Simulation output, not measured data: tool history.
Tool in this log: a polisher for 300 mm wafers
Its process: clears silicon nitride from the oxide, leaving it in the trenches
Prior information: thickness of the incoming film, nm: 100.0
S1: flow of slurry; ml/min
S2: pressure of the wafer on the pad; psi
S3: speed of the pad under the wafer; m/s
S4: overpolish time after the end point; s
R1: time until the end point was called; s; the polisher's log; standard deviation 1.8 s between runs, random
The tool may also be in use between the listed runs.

run,day,S1,S2,S3,S4,R1
1,0.000,235,2.8,0.84,47,129.68
2,0.317,235,2.8,0.84,47,129.29
3,0.596,235,3.5,0.84,47,103.07
4,0.879,235,3.5,0.64,47,135.21
5,1.138,235,3.5,0.80,47,108.28
6,1.471,235,3.2,0.80,47,120.33
7,1.629,235,3.0,0.80,47,124.92
8,1.975,235,2.8,0.80,47,135.21

Estimate the outcome of run 9 from the log above:
9,2.317,235,2.7,0.80,47,?

R1: 140.25 s
